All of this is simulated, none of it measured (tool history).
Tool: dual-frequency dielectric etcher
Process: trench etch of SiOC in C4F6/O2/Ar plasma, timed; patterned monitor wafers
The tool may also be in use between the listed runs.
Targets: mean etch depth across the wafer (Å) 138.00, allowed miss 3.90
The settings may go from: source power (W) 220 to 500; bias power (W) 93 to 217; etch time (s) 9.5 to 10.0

run,hour,source power (W),bias power (W),etch time (s),mean etch depth across the wafer (Å)
1,0.0,360,155,10.0,163.61
2,2.2,310,155,10.0,157.31
3,10.2,300,150,10.0,155.16
4,16.8,330,150,10.0,159.67
5,23.4,330,171,10.0,165.76
6,31.4,300,171,10.0,160.81
7,32.7,300,171,10.0,161.77
8,40.8,290,164,10.0,157.74
9,42.0,230,135,9.5,128.15
10,43.5,240,136,9.5,130.73
11,50.6,250,137,9.5,131.59

5 next moves are on the table. One of them brings every result within its allowed miss. Which?
A,57.7,240,137,10.0,?
B,57.7,220,124,10.0,?
C,57.7,230,141,9.5,?
D,57.7,220,140,9.5,?
E,57.7,220,130,9.5,?

move,mean etch depth across the wafer (Å)
A,138.96
B,130.02
C,131.61
D,129.37
E,125.76
A: meets every target
B: further off than the last run
C: as far off as the last run
D: further off than the last run
E: further off than the last run
Answer: A
